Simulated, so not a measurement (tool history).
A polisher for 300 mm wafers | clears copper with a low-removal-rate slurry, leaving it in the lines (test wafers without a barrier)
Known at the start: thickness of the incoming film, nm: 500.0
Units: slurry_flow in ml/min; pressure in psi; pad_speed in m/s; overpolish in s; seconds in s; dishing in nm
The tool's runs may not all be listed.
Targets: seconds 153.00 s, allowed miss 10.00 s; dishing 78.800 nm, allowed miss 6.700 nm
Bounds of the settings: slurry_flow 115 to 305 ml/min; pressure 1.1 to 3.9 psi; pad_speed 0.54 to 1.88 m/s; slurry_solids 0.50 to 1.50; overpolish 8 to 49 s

run 1 hour=0.0 | slurry_flow=195 pressure=2.5 pad_speed=1.20 slurry_solids=1.00 overpolish=25 | seconds=179.69 dishing=44.543
run 2 hour=3.7 | slurry_flow=195 pressure=2.6 pad_speed=1.20 slurry_solids=1.00 overpolish=27 | seconds=168.13 dishing=50.626
run 3 hour=8.5 | slurry_flow=150 pressure=2.6 pad_speed=1.20 slurry_solids=1.00 overpolish=27 | seconds=172.18 dishing=47.189
run 4 hour=13.0 | slurry_flow=150 pressure=2.6 pad_speed=1.20 slurry_solids=1.00 overpolish=17 | seconds=168.26 dishing=32.693
run 5 hour=14.5 | slurry_flow=150 pressure=2.6 pad_speed=1.20 slurry_solids=1.00 overpolish=27 | seconds=174.73 dishing=49.123
run 6 hour=16.0 | slurry_flow=150 pressure=2.7 pad_speed=1.20 slurry_solids=1.00 overpolish=28 | seconds=168.08 dishing=50.477
run 7 hour=21.4 | slurry_flow=150 pressure=2.7 pad_speed=1.20 slurry_solids=1.00 overpolish=30 | seconds=164.24 dishing=53.304
run 8 hour=25.6 | slurry_flow=150 pressure=2.7 pad_speed=1.20 slurry_solids=1.00 overpolish=32 | seconds=168.15 dishing=58.263
run 9 hour=28.2 | slurry_flow=150 pressure=2.7 pad_speed=1.20 slurry_solids=1.00 overpolish=33 | seconds=164.45 dishing=59.081
run 10 hour=35.9 | slurry_flow=150 pressure=2.7 pad_speed=1.20 slurry_solids=1.00 overpolish=34 | seconds=168.85 dishing=59.242
run 11 hour=41.1 | slurry_flow=150 pressure=2.7 pad_speed=1.20 slurry_solids=1.00 overpolish=35 | seconds=167.70 dishing=60.464
run 12 hour=42.2 | slurry_flow=150 pressure=2.7 pad_speed=1.20 slurry_solids=1.00 overpolish=35 | seconds=168.94 dishing=62.911

Which of these 5 next moves meets every target?
run A hour=43.3 | slurry_flow=145 pressure=2.3 pad_speed=1.54 slurry_solids=1.00 overpolish=32 | seconds=? dishing=?
run B hour=43.3 | slurry_flow=175 pressure=3.2 pad_speed=1.30 slurry_solids=1.05 overpolish=36 | seconds=? dishing=?
run C hour=43.3 | slurry_flow=210 pressure=2.6 pad_speed=1.30 slurry_solids=1.00 overpolish=34 | seconds=? dishing=?
run D hour=43.3 | slurry_flow=155 pressure=3.1 pad_speed=1.16 slurry_solids=1.05 overpolish=41 | seconds=? dishing=?
run E hour=43.3 | slurry_flow=155 pressure=2.4 pad_speed=1.16 slurry_solids=1.05 overpolish=32 | seconds=? dishing=?

move=A seconds=150.39 dishing=62.217
move=B seconds=123.77 dishing=80.642
move=C seconds=150.01 dishing=66.007
move=D seconds=144.63 dishing=78.942
move=E seconds=185.50 dishing=53.191
A: as far off as the last run
B: brings the result that was furthest off to its target, and leaves another outside
C: nearer than the last run, and not there yet
D: meets every target
E: further off than the last run
The right move is D.
